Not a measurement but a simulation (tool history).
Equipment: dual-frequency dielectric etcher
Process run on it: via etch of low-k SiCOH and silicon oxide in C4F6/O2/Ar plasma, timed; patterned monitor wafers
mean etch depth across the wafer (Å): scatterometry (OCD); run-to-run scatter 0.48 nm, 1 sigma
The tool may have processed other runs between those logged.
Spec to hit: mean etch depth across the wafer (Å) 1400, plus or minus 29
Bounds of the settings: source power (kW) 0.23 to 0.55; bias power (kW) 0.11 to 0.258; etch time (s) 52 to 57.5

run	day	source power (kW)	bias power (kW)	etch time (s)	mean etch depth across the wafer (Å)
1	0	0.39	0.184	57.5	1580.6
2	0.038	0.39	0.207	57.5	1658
3	0.267	0.39	0.192	57.5	1597.3
4	0.3	0.37	0.19	57.5	1570.9
5	0.438	0.37	0.19	57.5	1569.3
6	0.588	0.41	0.19	57.5	1627
7	0.771	0.39	0.188	57.5	1579.3
8	1.125	0.31	0.178	57	1446.8
9	1.379	0.31	0.177	57	1441.7
10	1.733	0.31	0.176	57	1440.2

Which of these 5 next moves meets every target?
A	2.088	0.35	0.198	55	?
B	2.088	0.23	0.196	57.5	?
C	2.088	0.31	0.192	56	?
D	2.088	0.31	0.173	52	?
E	2.088	0.4	0.155	52	?

move	mean etch depth across the wafer (Å)
A	1506.1
B	1396.5
C	1464.5
D	1310.7
E	1361.5
A: its largest miss is bigger than the last run's
B: meets every target
C: its largest miss is bigger than the last run's
D: the result that was furthest off in the last run now lies on the other side of its target
E: the result that was furthest off in the last run now lies on the other side of its target
Correct choice: B, which meets every target
